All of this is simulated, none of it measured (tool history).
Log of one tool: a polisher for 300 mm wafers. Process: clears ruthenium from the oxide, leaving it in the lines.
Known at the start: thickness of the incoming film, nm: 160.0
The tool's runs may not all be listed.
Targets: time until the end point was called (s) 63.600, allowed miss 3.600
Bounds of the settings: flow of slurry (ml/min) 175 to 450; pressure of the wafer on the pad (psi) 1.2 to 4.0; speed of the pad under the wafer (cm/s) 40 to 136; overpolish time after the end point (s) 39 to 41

run    day  flow of slurry (ml/min)  pressure of the wafer on the pad (psi)  speed of the pad under the wafer (cm/s)  overpolish time after the end point (s)  time until the end point was called (s)
  1  0.000                      290                                     2.6                                       88                                       39                                  126.210
  2  0.317                      290                                     2.6                                       88                                       41                                  129.690
  3  0.488                      290                                     2.9                                       92                                       41                                  109.730
  4  0.800                      240                                     2.9                                       92                                       41                                  113.270
  5  1.054                      240                                     2.9                                      112                                       41                                   93.475
  6  1.233                      240                                     3.1                                      112                                       41                                   86.797
  7  1.533                      240                                     3.2                                      112                                       41                                   82.809
  8  1.804                      240                                     3.3                                      112                                       41                                   80.642
  9  2.038                      240                                     3.4                                      112                                       41                                   81.051
 10  2.150                      240                                     3.5                                      114                                       41                                   74.744
 11  2.446                      240                                     3.6                                      114                                       41                                   74.237
 12  2.596                      240                                     3.7                                      114                                       41                                   72.979
 13  2.971                      240                                     3.8                                      116                                       41                                   67.412

5 next moves are on the table. One of them brings every result within its allowed miss. Which?
  A  3.346                      255                                     3.6                                      108                                       41                                        ?
  B  3.346                      300                                     3.9                                      108                                       41                                        ?
  C  3.346                      355                                     3.3                                      120                                       41                                        ?
  D  3.346                      200                                     3.9                                      122                                       39                                        ?
  E  3.346                      245                                     3.4                                      122                                       41                                        ?

move  time until the end point was called (s)
   A                                   76.207
   B                                   69.637
   C                                   73.156
   D                                   63.774
   E                                   71.758
A: further off than the last run
B: further off than the last run
C: further off than the last run
D: meets every target
E: further off than the last run
Move D is the one to make.
